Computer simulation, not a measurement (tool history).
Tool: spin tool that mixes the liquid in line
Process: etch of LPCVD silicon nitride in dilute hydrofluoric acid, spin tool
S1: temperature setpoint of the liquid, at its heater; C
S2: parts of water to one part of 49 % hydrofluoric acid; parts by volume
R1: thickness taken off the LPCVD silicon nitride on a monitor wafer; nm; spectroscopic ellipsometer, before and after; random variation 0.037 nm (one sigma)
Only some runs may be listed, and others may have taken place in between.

Run 1, hour 0: S1 26 C, S2 95 parts by volume, time under the liquid (s) 300. Result: R1 1.684 nm.
Run 2, hour 3.6: S1 26 C, S2 95 parts by volume, time under the liquid (s) 320. Result: R1 1.9132 nm.
Run 3, hour 7.4: S1 24.5 C, S2 100 parts by volume, time under the liquid (s) 320. Result: R1 1.5899 nm.
Run 4, hour 16.1: S1 27.5 C, S2 100 parts by volume, time under the liquid (s) 320. Result: R1 2.0209 nm.
Run 5, hour 24.1: S1 25.5 C, S2 100 parts by volume, time under the liquid (s) 320. Result: R1 1.7544 nm.
Run 6, hour 28.9: S1 24.5 C, S2 105 parts by volume, time under the liquid (s) 320. Result: R1 1.5917 nm.
Run 7, hour 30.1: S1 23.5 C, S2 110 parts by volume, time under the liquid (s) 320. Result: R1 1.3908 nm.

Run 8 has not been measured yet. What should we expect?
Run 8, hour 37.1: S1 23 C, S2 115 parts by volume, time under the liquid (s) 320. Result: R1 ?.

{"run 8": {"R1": 1.3311}}

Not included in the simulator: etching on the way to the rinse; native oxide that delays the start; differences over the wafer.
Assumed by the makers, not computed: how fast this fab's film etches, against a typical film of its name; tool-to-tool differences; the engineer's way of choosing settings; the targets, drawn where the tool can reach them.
